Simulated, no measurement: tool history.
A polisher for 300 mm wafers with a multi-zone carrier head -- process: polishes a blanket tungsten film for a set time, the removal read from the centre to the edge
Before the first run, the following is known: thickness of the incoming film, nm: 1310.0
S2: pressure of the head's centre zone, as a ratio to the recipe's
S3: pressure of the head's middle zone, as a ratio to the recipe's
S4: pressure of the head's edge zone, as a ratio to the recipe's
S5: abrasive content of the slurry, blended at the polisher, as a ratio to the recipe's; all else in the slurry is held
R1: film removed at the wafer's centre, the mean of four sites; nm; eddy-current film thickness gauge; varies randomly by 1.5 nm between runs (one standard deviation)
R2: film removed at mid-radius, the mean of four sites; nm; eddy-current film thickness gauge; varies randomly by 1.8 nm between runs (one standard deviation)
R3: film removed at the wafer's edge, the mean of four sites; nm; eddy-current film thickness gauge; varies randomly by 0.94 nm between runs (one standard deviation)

run 1 hour=0.0 | flow_of_slurry_(ml/min)=170 S2=1.00 S3=1.00 S4=1.00 S5=1.00 polishing_time_(s)=62 | R1=259.67 R2=264.88 R3=248.58
run 2 hour=0.8 | flow_of_slurry_(ml/min)=160 S2=0.97 S3=0.97 S4=0.98 S5=0.90 polishing_time_(s)=58 | R1=226.89 R2=230.73 R3=220.78
run 3 hour=3.8 | flow_of_slurry_(ml/min)=150 S2=0.94 S3=0.94 S4=0.97 S5=0.80 polishing_time_(s)=56 | R1=205.39 R2=201.13 R3=206.52
run 4 hour=12.7 | flow_of_slurry_(ml/min)=145 S2=0.92 S3=0.94 S4=0.95 S5=0.75 polishing_time_(s)=54 | R1=189.01 R2=196.45 R3=188.66
run 5 hour=21.1 | flow_of_slurry_(ml/min)=145 S2=0.92 S3=0.89 S4=0.95 S5=0.75 polishing_time_(s)=54 | R1=188.53 R2=183.65 R3=191.34
run 6 hour=23.4 | flow_of_slurry_(ml/min)=140 S2=0.90 S3=0.88 S4=0.93 S5=0.70 polishing_time_(s)=53 | R1=173.82 R2=173.34 R3=181.47
run 7 hour=29.8 | flow_of_slurry_(ml/min)=135 S2=0.89 S3=0.87 S4=0.91 S5=0.65 polishing_time_(s)=52 | R1=170.51 R2=165.41 R3=170.74
run 8 hour=37.3 | flow_of_slurry_(ml/min)=110 S2=0.81 S3=0.85 S4=0.96 S5=0.50 polishing_time_(s)=45 | R1=117.45 R2=121.69 R3=133.73
run 9 hour=45.3 | flow_of_slurry_(ml/min)=125 S2=0.82 S3=0.85 S4=0.96 S5=0.50 polishing_time_(s)=45 | R1=125.68 R2=124.85 R3=137.11

Run 10 has not been measured yet. What should we expect?
run 10 hour=49.4 | flow_of_slurry_(ml/min)=130 S2=0.82 S3=0.86 S4=0.97 S5=0.50 polishing_time_(s)=45 | R1=? R2=? R3=?

R1: 124.39 nm
R2: 128.33 nm
R3: 138.51 nm
